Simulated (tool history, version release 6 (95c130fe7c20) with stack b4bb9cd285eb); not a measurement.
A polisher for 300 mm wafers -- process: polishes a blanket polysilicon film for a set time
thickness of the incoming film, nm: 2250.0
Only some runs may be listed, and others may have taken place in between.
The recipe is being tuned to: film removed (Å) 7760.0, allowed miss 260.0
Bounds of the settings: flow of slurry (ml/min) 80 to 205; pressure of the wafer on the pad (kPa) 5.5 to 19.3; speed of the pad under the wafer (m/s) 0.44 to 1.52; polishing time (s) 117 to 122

run  hour  flow of slurry (ml/min)  pressure of the wafer on the pad (kPa)  speed of the pad under the wafer (m/s)  polishing time (s)  film removed (Å)
  1   0.0                      135                                    12.4                                    0.98                 117            5004.1
  2   8.8                      140                                    13.1                                    0.98                 117            5206.3
  3  12.0                      140                                    10.3                                    0.98                 117            4257.1
  4  17.5                      125                                    10.3                                    0.98                 117            4062.8
  5  26.5                      155                                    10.3                                    0.98                 117            4268.0
  6  35.0                      155                                    11.7                                    0.98                 117            4781.6
  7  36.6                      155                                    12.4                                    0.98                 117            5163.4
  8  41.1                      160                                    13.1                                    0.98                 117            5367.2
  9  43.9                      160                                    13.8                                    0.98                 117            5718.6
 10  45.4                      160                                    14.5                                    0.98                 117            5973.7
 11  51.4                      160                                    15.2                                    0.98                 117            6282.8
 12  52.3                      160                                    15.9                                    0.98                 117            6581.1
 13  55.0                      170                                    17.2                                    0.98                 117            7150.6
 14  62.2                      170                                    17.2                                    0.98                 117            7059.4
 15  69.9                      170                                    17.9                                    0.98                 117            7295.2

Exercise: of the 5 proposed moves below, exactly one satisfies all targets within the stated allowed misses. Which move is it?
  A  77.6                      160                                    15.9                                    1.00                 117                 ?
  B  77.6                      170                                    19.3                                    1.02                 118                 ?
  C  77.6                      195                                    16.5                                    1.00                 117                 ?
  D  77.6                      160                                    16.5                                    1.08                 122                 ?
  E  77.6                      165                                    17.9                                    0.86                 117                 ?

move  film removed (Å)
   A            6613.3
   B            8283.9
   C            7075.2
   D            7650.5
   E            6645.4
A: its largest miss is bigger than the last run's
B: moves the result that the last run missed by most past its target, out the other side
C: its largest miss is bigger than the last run's
D: all results land within tolerance of their targets
E: its largest miss is bigger than the last run's
Correct choice: D, which meets every target
